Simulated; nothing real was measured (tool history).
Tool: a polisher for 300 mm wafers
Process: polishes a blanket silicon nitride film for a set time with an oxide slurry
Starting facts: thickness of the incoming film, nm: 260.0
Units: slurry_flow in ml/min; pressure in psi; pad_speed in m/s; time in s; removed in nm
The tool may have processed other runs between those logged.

run,hour,slurry_flow,pressure,pad_speed,slurry_solids,time,removed
1,0.0,135,2.3,0.84,1.0,110,31.431
2,9.0,145,2.5,0.84,1.0,110,34.420
3,10.3,145,2.5,0.84,1.0,110,34.199
4,19.2,145,2.5,0.98,1.0,110,38.719
5,22.0,150,2.6,0.98,1.0,110,40.320
6,28.6,150,2.6,0.98,1.0,110,40.567

The next listed run, before its measurement:
7,35.8,155,2.7,0.98,1.0,110,?

removed: 41.742 nm
